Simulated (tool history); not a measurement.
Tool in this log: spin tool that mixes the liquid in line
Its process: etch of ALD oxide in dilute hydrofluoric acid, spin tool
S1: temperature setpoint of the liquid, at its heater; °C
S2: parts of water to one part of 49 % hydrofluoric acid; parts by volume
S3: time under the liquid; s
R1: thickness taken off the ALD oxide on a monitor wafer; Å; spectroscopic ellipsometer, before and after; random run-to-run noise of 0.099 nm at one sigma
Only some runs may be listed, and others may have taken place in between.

run	hour	S1	S2	S3	R1
1	0.0	23.0	195	295	391.60
2	6.7	23.0	165	295	479.81
3	8.9	25.5	165	295	527.23
4	10.5	26.5	165	295	548.71
5	18.8	24.0	175	295	466.02
6	26.1	24.0	175	315	496.75
7	34.6	24.0	175	315	495.54
8	40.3	22.5	185	315	440.99

Forecast run 9:
9	44.6	21.0	195	315	?

R1: 389.39 Å
